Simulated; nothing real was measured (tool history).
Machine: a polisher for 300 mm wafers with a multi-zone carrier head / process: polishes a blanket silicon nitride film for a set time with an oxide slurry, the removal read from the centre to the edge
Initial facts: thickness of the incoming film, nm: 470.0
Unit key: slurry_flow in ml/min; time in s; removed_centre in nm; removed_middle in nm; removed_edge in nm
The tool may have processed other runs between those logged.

run	hour	slurry_flow	centre_zone	middle_zone	edge_zone	slurry_solids	time	removed_centre	removed_middle	removed_edge
1	0.0	140	1.00	1.00	1.00	1.00	68	69.411	71.119	70.937
2	3.3	150	1.03	1.03	1.02	1.05	68	74.334	73.910	74.661
3	9.9	120	1.03	1.03	1.02	1.05	68	70.473	72.659	72.330
4	10.9	130	1.05	1.07	1.01	1.15	68	74.488	76.377	74.369
5	19.8	105	1.05	1.07	1.01	1.15	68	71.304	74.522	70.027
6	26.2	85	1.05	1.07	1.01	1.15	68	68.424	72.383	70.004
7	28.2	110	1.07	1.10	1.03	1.25	68	75.117	79.933	74.651
8	36.7	130	1.09	1.12	1.05	1.30	68	80.487	83.698	77.784

What does the tool deliver on the next run?
9	39.1	145	1.10	1.13	1.06	1.35	68	?	?	?

{"run 9": {"removed_centre": 80.941, "removed_middle": 86.904, "removed_edge": 81.693}}
